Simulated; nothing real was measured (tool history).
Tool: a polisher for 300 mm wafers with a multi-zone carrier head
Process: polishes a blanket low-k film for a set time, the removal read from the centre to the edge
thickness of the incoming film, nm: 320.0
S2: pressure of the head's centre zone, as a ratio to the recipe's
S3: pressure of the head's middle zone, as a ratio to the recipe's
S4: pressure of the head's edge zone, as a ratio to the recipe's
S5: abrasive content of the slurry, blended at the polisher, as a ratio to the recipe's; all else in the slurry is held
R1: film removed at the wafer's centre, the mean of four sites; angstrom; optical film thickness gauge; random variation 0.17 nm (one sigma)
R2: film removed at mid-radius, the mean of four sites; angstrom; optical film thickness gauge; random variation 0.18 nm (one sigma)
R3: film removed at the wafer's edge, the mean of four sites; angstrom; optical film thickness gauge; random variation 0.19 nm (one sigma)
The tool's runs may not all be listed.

{"run": 1, "hour": 0.0, "flow of slurry (ml/min)": 280, "S2": 1.0, "S3": 1.0, "S4": 1.0, "S5": 1.0, "polishing time (s)": 41, "R1": 216.67, "R2": 216.92, "R3": 212.73}
{"run": 2, "hour": 1.0, "flow of slurry (ml/min)": 280, "S2": 1.01, "S3": 0.98, "S4": 0.99, "S5": 1.0, "polishing time (s)": 41, "R1": 221.92, "R2": 215.12, "R3": 217.11}
{"run": 3, "hour": 7.9, "flow of slurry (ml/min)": 280, "S2": 1.02, "S3": 0.97, "S4": 0.98, "S5": 0.95, "polishing time (s)": 41, "R1": 219.92, "R2": 206.67, "R3": 212.43}
{"run": 4, "hour": 15.4, "flow of slurry (ml/min)": 280, "S2": 1.03, "S3": 0.97, "S4": 0.97, "S5": 0.9, "polishing time (s)": 41, "R1": 216.59, "R2": 200.46, "R3": 210.83}
{"run": 5, "hour": 16.9, "flow of slurry (ml/min)": 225, "S2": 1.03, "S3": 0.97, "S4": 0.97, "S5": 0.9, "polishing time (s)": 41, "R1": 206.29, "R2": 196.91, "R3": 200.7}
{"hour": 24.1, "done": "slurry nozzle cleaned"}
{"run": 6, "hour": 24.1, "flow of slurry (ml/min)": 225, "S2": 0.97, "S3": 0.97, "S4": 0.97, "S5": 0.9, "polishing time (s)": 41, "R1": 206.67, "R2": 208.62, "R3": 206.4}

The next listed run, before its measurement:
{"run": 7, "hour": 27.4, "flow of slurry (ml/min)": 225, "S2": 0.99, "S3": 0.97, "S4": 0.96, "S5": 0.9, "polishing time (s)": 41, "R1": "?", "R2": "?", "R3": "?"}

R1: 212.30 angstrom
R2: 201.91 angstrom
R3: 203.23 angstrom
